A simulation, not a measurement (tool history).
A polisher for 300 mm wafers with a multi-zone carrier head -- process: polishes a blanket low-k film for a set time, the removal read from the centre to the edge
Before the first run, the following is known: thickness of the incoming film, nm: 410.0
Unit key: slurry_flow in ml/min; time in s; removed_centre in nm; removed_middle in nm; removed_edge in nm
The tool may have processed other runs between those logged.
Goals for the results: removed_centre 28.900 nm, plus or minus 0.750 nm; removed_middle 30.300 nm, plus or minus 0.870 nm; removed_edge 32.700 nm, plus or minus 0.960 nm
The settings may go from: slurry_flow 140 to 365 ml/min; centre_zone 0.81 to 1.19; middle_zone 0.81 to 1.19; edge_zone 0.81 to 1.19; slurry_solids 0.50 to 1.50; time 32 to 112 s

run	hour	slurry_flow	centre_zone	middle_zone	edge_zone	slurry_solids	time	removed_centre	removed_middle	removed_edge
1	0.0	235	1.00	1.00	1.00	1.00	72	37.963	36.751	39.356
2	7.1	235	1.00	1.00	1.04	1.00	72	37.406	36.825	39.265
3	15.3	230	0.98	1.00	1.03	0.90	72	35.205	35.278	37.241
4	22.9	230	0.98	1.00	1.03	0.90	59	28.631	28.440	30.180
5	25.2	230	0.98	1.00	1.03	0.80	59	26.984	27.194	28.752
6	26.0	230	0.98	1.00	0.96	0.80	59	26.675	27.033	28.019
7	30.3	240	0.97	1.00	1.00	0.85	59	27.496	28.246	29.467
8	34.5	255	0.97	0.99	1.02	0.85	59	27.985	28.214	29.749
9	39.2	265	0.96	0.99	1.05	0.85	59	27.968	28.325	30.052
10	44.2	270	0.95	0.99	1.07	0.85	59	27.676	28.422	30.602
11	48.6	280	0.95	0.99	1.09	0.85	59	27.383	28.498	31.111
12	49.2	290	0.96	1.00	1.10	0.85	59	28.178	28.748	31.186

Exercise: of the 4 proposed moves below, exactly one satisfies all targets within the stated allowed misses. Which move is it?
A	49.8	245	0.90	1.13	1.07	0.85	58	?	?	?
B	49.8	240	0.94	0.99	1.09	0.65	74	?	?	?
C	49.8	300	0.95	0.87	1.16	0.85	61	?	?	?
D	49.8	310	0.88	0.82	1.19	0.80	65	?	?	?

move	removed_centre	removed_middle	removed_edge
A	25.591	31.152	29.203
B	28.971	30.342	32.196
C	28.933	26.895	32.580
D	27.958	26.514	34.120
A: brings the last run's worst result on target, with another outside its allowed miss
B: in spec on every target
C: the biggest miss grows against the last run
D: the biggest miss grows against the last run
Go with B: it meets all targets.
